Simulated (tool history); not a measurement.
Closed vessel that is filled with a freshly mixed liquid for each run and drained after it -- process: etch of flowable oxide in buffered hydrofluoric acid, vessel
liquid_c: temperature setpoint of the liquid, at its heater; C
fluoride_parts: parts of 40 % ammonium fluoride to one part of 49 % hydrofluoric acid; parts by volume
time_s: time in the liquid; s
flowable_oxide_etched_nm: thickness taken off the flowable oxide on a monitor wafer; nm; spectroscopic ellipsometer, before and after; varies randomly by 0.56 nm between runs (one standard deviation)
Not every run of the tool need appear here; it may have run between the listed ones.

run	hour	liquid_c	fluoride_parts	time_s	flowable_oxide_etched_nm
1	0	20	20.5	90	81.663
2	7.1	22	20	90	92.893
3	15.5	23.5	20	90	101.2
4	24.3	23.5	20	90	101.33
5	26.9	24.5	20	90	105.83
6	30.3	24.5	20	90	106.16

Run 7 is up next; what results do you expect?
7	34.2	25.5	20	90	?

{"run 7": {"flowable_oxide_etched_nm": 111.84}}

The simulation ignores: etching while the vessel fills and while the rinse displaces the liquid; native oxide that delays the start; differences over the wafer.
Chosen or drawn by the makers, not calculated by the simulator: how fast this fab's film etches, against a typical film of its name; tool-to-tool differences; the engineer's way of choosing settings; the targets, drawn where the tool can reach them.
